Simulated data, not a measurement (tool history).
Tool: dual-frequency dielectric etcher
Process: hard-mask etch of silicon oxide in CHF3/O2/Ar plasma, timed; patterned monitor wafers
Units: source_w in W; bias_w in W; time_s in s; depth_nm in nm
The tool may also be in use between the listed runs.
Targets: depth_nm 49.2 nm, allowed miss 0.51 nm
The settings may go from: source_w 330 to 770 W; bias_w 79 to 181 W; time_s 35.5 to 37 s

{"run": 1, "day": 0.0, "source_w": 550, "bias_w": 130, "time_s": 35.5, "depth_nm": 61.955}
{"run": 2, "day": 0.096, "source_w": 510, "bias_w": 124, "time_s": 35.5, "depth_nm": 58.176}
{"run": 3, "day": 0.438, "source_w": 420, "bias_w": 124, "time_s": 35.5, "depth_nm": 51.193}
{"run": 4, "day": 0.654, "source_w": 410, "bias_w": 124, "time_s": 35.5, "depth_nm": 50.24}
{"run": 5, "day": 0.688, "source_w": 450, "bias_w": 124, "time_s": 35.5, "depth_nm": 53.722}
{"run": 6, "day": 0.817, "source_w": 450, "bias_w": 124, "time_s": 37, "depth_nm": 56.014}
{"run": 7, "day": 1.133, "source_w": 340, "bias_w": 102, "time_s": 37, "depth_nm": 41.972}
{"run": 8, "day": 1.483, "source_w": 360, "bias_w": 102, "time_s": 37, "depth_nm": 44.778}
{"run": 9, "day": 1.825, "source_w": 370, "bias_w": 102, "time_s": 37, "depth_nm": 45.939}
{"run": 10, "day": 1.854, "source_w": 460, "bias_w": 103, "time_s": 37, "depth_nm": 54.053}

Which of these 4 next moves meets every target?
{"run": "A", "day": 1.883, "source_w": 430, "bias_w": 116, "time_s": 35.5, "depth_nm": "?"}
{"run": "B", "day": 1.883, "source_w": 410, "bias_w": 116, "time_s": 35.5, "depth_nm": "?"}
{"run": "C", "day": 1.883, "source_w": 510, "bias_w": 123, "time_s": 35.5, "depth_nm": "?"}
{"run": "D", "day": 1.883, "source_w": 410, "bias_w": 91, "time_s": 36.5, "depth_nm": "?"}

move=A depth_nm=50.985
move=B depth_nm=49.249
move=C depth_nm=58.093
move=D depth_nm=47.453
A: nearer than the last run, and not there yet
B: meets every target
C: further off than the last run
D: takes the result that was furthest off past its target
The right move is B.
